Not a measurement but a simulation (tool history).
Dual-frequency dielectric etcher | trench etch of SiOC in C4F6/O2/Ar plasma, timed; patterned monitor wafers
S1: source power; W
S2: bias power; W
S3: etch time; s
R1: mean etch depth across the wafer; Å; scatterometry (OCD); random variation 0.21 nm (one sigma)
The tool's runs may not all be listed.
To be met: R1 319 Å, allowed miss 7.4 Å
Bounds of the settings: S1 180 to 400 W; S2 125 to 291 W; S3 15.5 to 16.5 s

run 1 hour=0 | S1=290 S2=208 S3=15.5 | R1=369.36
run 2 hour=1.5 | S1=310 S2=208 S3=15.5 | R1=380.15
run 3 hour=2.5 | S1=290 S2=205 S3=15.5 | R1=370.41
run 4 hour=9.7 | S1=290 S2=205 S3=16.5 | R1=393.34
run 5 hour=11.2 | S1=330 S2=205 S3=16.5 | R1=415.83
run 6 hour=16.2 | S1=380 S2=205 S3=16.5 | R1=436.14
run 7 hour=20.2 | S1=360 S2=192 S3=16.5 | R1=419.35
run 8 hour=22.6 | S1=340 S2=181 S3=16.5 | R1=400.72
run 9 hour=25.8 | S1=320 S2=173 S3=16.5 | R1=390.38
run 10 hour=34.4 | S1=310 S2=165 S3=16.5 | R1=381.14
run 11 hour=39.4 | S1=300 S2=159 S3=16.5 | R1=381.21
run 12 hour=41.8 | S1=300 S2=159 S3=16.5 | R1=379.37
run 13 hour=46.8 | S1=240 S2=127 S3=16.5 | R1=335.72

5 next moves are on the table. One of them brings every result within its allowed miss. Which?
run A hour=51.8 | S1=270 S2=127 S3=16.5 | R1=?
run B hour=51.8 | S1=230 S2=139 S3=15.5 | R1=?
run C hour=51.8 | S1=330 S2=162 S3=15.5 | R1=?
run D hour=51.8 | S1=250 S2=125 S3=16.5 | R1=?
run E hour=51.8 | S1=260 S2=149 S3=16.5 | R1=?

move=A R1=350.73
move=B R1=317.99
move=C R1=369.31
move=D R1=340.97
move=E R1=357.05
A: further off than the last run
B: meets every target
C: further off than the last run
D: further off than the last run
E: further off than the last run
Move B is the one to make.

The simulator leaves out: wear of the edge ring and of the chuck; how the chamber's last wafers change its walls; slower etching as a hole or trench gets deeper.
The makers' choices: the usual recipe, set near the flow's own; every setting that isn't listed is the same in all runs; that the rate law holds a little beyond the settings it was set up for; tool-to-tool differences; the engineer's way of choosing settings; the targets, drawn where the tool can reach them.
